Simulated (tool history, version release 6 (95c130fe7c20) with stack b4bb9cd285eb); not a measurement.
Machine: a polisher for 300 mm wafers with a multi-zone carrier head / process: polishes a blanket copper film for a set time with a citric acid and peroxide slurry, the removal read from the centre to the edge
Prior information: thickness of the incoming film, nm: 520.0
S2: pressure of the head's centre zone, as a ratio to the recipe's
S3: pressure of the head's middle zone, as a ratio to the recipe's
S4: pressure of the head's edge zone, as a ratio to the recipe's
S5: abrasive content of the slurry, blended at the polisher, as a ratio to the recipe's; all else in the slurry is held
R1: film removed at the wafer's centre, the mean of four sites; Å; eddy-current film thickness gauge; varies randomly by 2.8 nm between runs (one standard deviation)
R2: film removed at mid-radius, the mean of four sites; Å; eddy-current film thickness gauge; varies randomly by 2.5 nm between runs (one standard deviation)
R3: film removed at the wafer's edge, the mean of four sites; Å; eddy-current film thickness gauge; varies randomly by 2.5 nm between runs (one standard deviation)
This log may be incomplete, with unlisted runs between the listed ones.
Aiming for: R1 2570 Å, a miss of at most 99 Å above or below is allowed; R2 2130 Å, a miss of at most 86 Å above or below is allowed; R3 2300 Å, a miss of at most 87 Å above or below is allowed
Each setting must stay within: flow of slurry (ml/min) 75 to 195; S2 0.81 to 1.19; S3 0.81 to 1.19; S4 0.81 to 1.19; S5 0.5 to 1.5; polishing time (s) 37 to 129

run 1 hour=0 | flow_of_slurry_(ml/min)=125 S2=1 S3=1 S4=1 S5=1 polishing_time_(s)=83 | R1=1448.5 R2=1586.6 R3=1562.2
run 2 hour=1.5 | flow_of_slurry_(ml/min)=125 S2=1 S3=1 S4=1.05 S5=1 polishing_time_(s)=83 | R1=1448.4 R2=1562.1 R3=1589.8
run 3 hour=8.2 | flow_of_slurry_(ml/min)=125 S2=1 S3=1 S4=1.05 S5=0.95 polishing_time_(s)=83 | R1=1457.5 R2=1498.2 R3=1560.2
run 4 hour=15.3 | flow_of_slurry_(ml/min)=140 S2=1.05 S3=0.98 S4=1.07 S5=1.05 polishing_time_(s)=88 | R1=1693.5 R2=1683.3 R3=1802.7
run 5 hour=23.1 | flow_of_slurry_(ml/min)=165 S2=1.05 S3=0.98 S4=1.07 S5=1.05 polishing_time_(s)=88 | R1=1786.4 R2=1712.4 R3=1804.9
run 6 hour=30.9 | flow_of_slurry_(ml/min)=165 S2=1.05 S3=0.98 S4=1.07 S5=1.15 polishing_time_(s)=88 | R1=1817 R2=1733.3 R3=1860.3
run 7 hour=35.9 | flow_of_slurry_(ml/min)=175 S2=1.09 S3=0.98 S4=1.06 S5=1.25 polishing_time_(s)=90 | R1=2010.2 R2=1895.4 R3=1908.5
-- hour=38.4 slurry nozzle cleaned
run 8 hour=38.4 | flow_of_slurry_(ml/min)=180 S2=1.12 S3=0.97 S4=1.08 S5=1.3 polishing_time_(s)=92 | R1=2228.4 R2=2053.4 R3=2075.4

Next run, 4 choices. One meets every target within its allowed miss, the rest don't. Which?
run A hour=40.9 | flow_of_slurry_(ml/min)=170 S2=1.12 S3=0.98 S4=1.03 S5=1.45 polishing_time_(s)=102 | R1=? R2=? R3=?
run B hour=40.9 | flow_of_slurry_(ml/min)=190 S2=1.09 S3=0.93 S4=1.11 S5=1.25 polishing_time_(s)=107 | R1=? R2=? R3=?
run C hour=40.9 | flow_of_slurry_(ml/min)=165 S2=1.14 S3=0.9 S4=1.06 S5=1.5 polishing_time_(s)=101 | R1=? R2=? R3=?
run D hour=40.9 | flow_of_slurry_(ml/min)=115 S2=0.94 S3=1.04 S4=1.19 S5=1.5 polishing_time_(s)=102 | R1=? R2=? R3=?

move=A R1=2549.8 R2=2324 R3=2276.3
move=B R1=2588.7 R2=2316.7 R3=2450.6
move=C R1=2568.8 R2=2144.2 R3=2293.4
move=D R1=1950.2 R2=2255.7 R3=2314.6
A: brings the result that was furthest off to its target, and leaves another outside
B: brings the result that was furthest off to its target, and leaves another outside
C: all results in spec
D: moves away from the targets compared with the last run
Move C is the one to make.
